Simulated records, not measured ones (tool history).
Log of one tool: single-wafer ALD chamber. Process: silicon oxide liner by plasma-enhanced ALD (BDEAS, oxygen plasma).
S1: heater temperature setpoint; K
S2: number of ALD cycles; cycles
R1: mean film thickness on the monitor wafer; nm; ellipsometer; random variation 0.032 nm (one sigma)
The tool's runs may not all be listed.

run 1 hour=0.0 | S1=583.15 S2=82 | R1=7.0774
run 2 hour=0.6 | S1=583.15 S2=77 | R1=6.6783
run 3 hour=5.0 | S1=583.15 S2=80 | R1=6.9248
run 4 hour=11.8 | S1=587.15 S2=80 | R1=6.8892
run 5 hour=20.0 | S1=591.15 S2=80 | R1=6.8016
run 6 hour=21.5 | S1=601.15 S2=80 | R1=6.6928

Forecast run 7:
run 7 hour=22.1 | S1=600.15 S2=83 | R1=?

Run 7 gave R1 7.0256 nm.
